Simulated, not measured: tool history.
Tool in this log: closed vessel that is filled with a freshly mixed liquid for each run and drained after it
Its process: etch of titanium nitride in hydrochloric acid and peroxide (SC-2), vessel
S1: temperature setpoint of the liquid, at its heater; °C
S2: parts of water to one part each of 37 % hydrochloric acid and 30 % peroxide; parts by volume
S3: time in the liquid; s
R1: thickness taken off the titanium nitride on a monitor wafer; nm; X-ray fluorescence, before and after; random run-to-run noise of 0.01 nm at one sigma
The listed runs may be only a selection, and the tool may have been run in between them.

{"run": 1, "hour": 0.0, "S1": 63, "S2": 7.5, "S3": 45, "R1": 3.2297}
{"run": 2, "hour": 5.4, "S1": 61.5, "S2": 7.5, "S3": 45, "R1": 2.9277}
{"run": 3, "hour": 10.4, "S1": 60.5, "S2": 7.5, "S3": 45, "R1": 2.7209}
{"run": 4, "hour": 17.4, "S1": 53.5, "S2": 7.5, "S3": 45, "R1": 1.755}
{"run": 5, "hour": 25.7, "S1": 53.5, "S2": 7.5, "S3": 45, "R1": 1.753}
{"run": 6, "hour": 31.0, "S1": 53.5, "S2": 4.5, "S3": 45, "R1": 2.5511}
{"run": 7, "hour": 34.5, "S1": 53, "S2": 4.5, "S3": 45, "R1": 2.4666}

For run 8, what comes out?
{"run": 8, "hour": 42.7, "S1": 49, "S2": 4.5, "S3": 45, "R1": "?"}

R1: 1.8948 nm
